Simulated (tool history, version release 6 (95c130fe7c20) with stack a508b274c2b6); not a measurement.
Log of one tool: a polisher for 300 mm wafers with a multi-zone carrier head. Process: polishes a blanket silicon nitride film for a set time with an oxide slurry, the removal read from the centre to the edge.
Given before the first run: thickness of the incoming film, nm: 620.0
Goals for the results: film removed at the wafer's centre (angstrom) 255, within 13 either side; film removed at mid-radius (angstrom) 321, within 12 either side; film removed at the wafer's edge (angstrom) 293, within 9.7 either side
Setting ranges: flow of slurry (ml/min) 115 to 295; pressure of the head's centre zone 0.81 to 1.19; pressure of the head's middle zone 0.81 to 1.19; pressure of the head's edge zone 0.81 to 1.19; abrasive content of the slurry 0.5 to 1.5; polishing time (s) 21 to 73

| run | hour | flow of slurry (ml/min) | pressure of the head's centre zone | pressure of the head's middle zone | pressure of the head's edge zone | abrasive content of the slurry | polishing time (s) | film removed at the wafer's centre (angstrom) | film removed at mid-radius (angstrom) | film removed at the wafer's edge (angstrom) |
|---|---|---|---|---|---|---|---|---|---|---|
| 1 | 0 | 190 | 1 | 1 | 1 | 1 | 47 | 359.42 | 363.51 | 375.49 |
| 2 | 0.6 | 190 | 0.98 | 1.01 | 0.98 | 0.95 | 47 | 337.73 | 368.05 | 363.94 |
| 3 | 5.4 | 190 | 0.97 | 1 | 0.97 | 0.9 | 47 | 334.07 | 348.82 | 352.05 |
| 4 | 7.3 | 185 | 0.95 | 1 | 0.96 | 0.9 | 47 | 325.83 | 345.79 | 348.68 |
| 5 | 8.2 | 185 | 0.95 | 1 | 0.96 | 0.9 | 58 | 393.04 | 428.52 | 429.95 |
| 6 | 13.7 | 185 | 0.93 | 1.01 | 0.95 | 0.85 | 57 | 376.8 | 405.36 | 410.31 |
| 7 | 19.7 | 180 | 0.92 | 1.03 | 0.94 | 0.8 | 56 | 339.9 | 393.14 | 383.95 |
| 8 | 24.6 | 175 | 0.92 | 1.03 | 0.93 | 0.75 | 56 | 338.64 | 382.84 | 372.24 |
| 9 | 28.1 | 170 | 0.91 | 1.03 | 0.92 | 0.7 | 56 | 318.18 | 363.1 | 350.9 |
| 10 | 33 | 165 | 0.9 | 1.03 | 0.91 | 0.7 | 56 | 310.71 | 357.33 | 350.87 |
| 11 | 40.2 | 175 | 0.86 | 1.1 | 0.84 | 0.5 | 52 | 225.13 | 287.02 | 244.06 |
| 12 | 44.4 | 175 | 0.86 | 1.1 | 0.86 | 0.5 | 52 | 219.15 | 286.13 | 255.32 |
| 13 | 50.6 | 175 | 0.87 | 1.1 | 0.87 | 0.5 | 52 | 224.39 | 287.77 | 253.08 |
| 14 | 56.4 | 175 | 0.88 | 1.1 | 0.88 | 0.5 | 52 | 228.73 | 288.44 | 258.34 |
| 15 | 60 | 175 | 0.89 | 1.1 | 0.89 | 0.5 | 52 | 234.26 | 280.63 | 251.55 |
| 16 | 61.7 | 180 | 0.89 | 1.09 | 0.89 | 0.5 | 52 | 227.44 | 275.93 | 252.74 |
| 17 | 69.9 | 175 | 0.89 | 1.09 | 0.89 | 0.5 | 52 | 234.44 | 280.26 | 254.23 |
| 18 | 78.6 | 185 | 0.9 | 1.17 | 0.99 | 0.7 | 52 | 301.13 | 373.38 | 333.04 |
| 19 | 86.9 | 145 | 0.84 | 1.09 | 0.89 | 0.7 | 52 | 268.27 | 343.14 | 314.85 |
| 20 | 95.5 | 145 | 0.84 | 1.09 | 0.88 | 0.7 | 52 | 263.74 | 347.04 | 314.84 |
| 21 | 96.6 | 145 | 0.84 | 1.08 | 0.87 | 0.7 | 52 | 266.43 | 340.6 | 310.67 |
| 22 | 100.3 | 145 | 0.84 | 1.08 | 0.86 | 0.7 | 52 | 260.05 | 342.57 | 311.55 |
| 23 | 105.9 | 145 | 0.84 | 1.08 | 0.85 | 0.7 | 52 | 266.75 | 343.16 | 303.71 |
| 24 | 113 | 145 | 0.84 | 1.07 | 0.85 | 0.7 | 52 | 267.73 | 339.38 | 311.27 |

Consider the 4 candidate settings below. Which is the only one whose results all fall within their allowed miss of target?
| A | 120.1 | 145 | 0.81 | 1.05 | 0.89 | 0.65 | 58 | ? | ? | ? |
| B | 120.1 | 120 | 0.86 | 1.07 | 0.84 | 0.55 | 59 | ? | ? | ? |
| C | 120.1 | 215 | 0.86 | 1.19 | 0.85 | 0.7 | 49 | ? | ? | ? |
| D | 120.1 | 170 | 0.89 | 1.19 | 0.81 | 0.55 | 56 | ? | ? | ? |

| move | film removed at the wafer's centre (angstrom) | film removed at mid-radius (angstrom) | film removed at the wafer's edge (angstrom) |
|---|---|---|---|
| A | 275.49 | 361.37 | 339.98 |
| B | 256.31 | 324.46 | 295.6 |
| C | 272.76 | 374.27 | 305.71 |
| D | 265.65 | 354.36 | 286.01 |
A: the biggest miss grows against the last run
B: each result inside its tolerance
C: the biggest miss grows against the last run
D: gets the furthest-off result to its target, but another result is out of tolerance
The move that meets every target is B.

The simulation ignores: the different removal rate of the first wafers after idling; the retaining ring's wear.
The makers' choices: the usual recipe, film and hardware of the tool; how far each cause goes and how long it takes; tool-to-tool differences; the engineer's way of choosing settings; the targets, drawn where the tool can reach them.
